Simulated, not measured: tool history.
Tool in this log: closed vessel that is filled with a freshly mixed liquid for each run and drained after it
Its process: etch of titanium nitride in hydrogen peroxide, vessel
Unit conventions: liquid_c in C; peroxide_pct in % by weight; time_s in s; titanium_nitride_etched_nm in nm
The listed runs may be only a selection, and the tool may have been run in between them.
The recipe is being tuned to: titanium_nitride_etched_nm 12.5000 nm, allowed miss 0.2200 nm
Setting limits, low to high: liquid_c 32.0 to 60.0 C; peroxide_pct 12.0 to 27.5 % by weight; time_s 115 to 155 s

run,hour,liquid_c,peroxide_pct,time_s,titanium_nitride_etched_nm
1,0.0,44.0,18.5,155,6.1146
2,6.7,46.5,18.5,155,7.4105
3,8.6,46.5,15.0,155,7.1303
4,12.6,46.5,15.0,155,7.0260
5,15.4,51.0,15.0,155,9.7952
6,24.7,51.0,15.0,155,9.8076
7,32.3,52.0,15.0,155,10.5720
8,35.9,52.5,15.0,155,10.9480

5 next moves are on the table. One of them brings every result within its allowed miss. Which?
A,39.5,55.0,12.0,155,?
B,39.5,54.5,14.5,150,?
C,39.5,54.5,17.5,155,?
D,39.5,54.0,19.0,145,?
E,39.5,54.0,14.0,155,?

move,titanium_nitride_etched_nm
A,12.5070
B,12.1590
C,13.0730
D,12.0150
E,12.0400
A: hits every target within its allowed miss
B: nearer the targets than the last run, but a result is still out of spec
C: pushes the last run's worst result past its target
D: nearer the targets than the last run, but a result is still out of spec
E: nearer the targets than the last run, but a result is still out of spec
The right move is A.

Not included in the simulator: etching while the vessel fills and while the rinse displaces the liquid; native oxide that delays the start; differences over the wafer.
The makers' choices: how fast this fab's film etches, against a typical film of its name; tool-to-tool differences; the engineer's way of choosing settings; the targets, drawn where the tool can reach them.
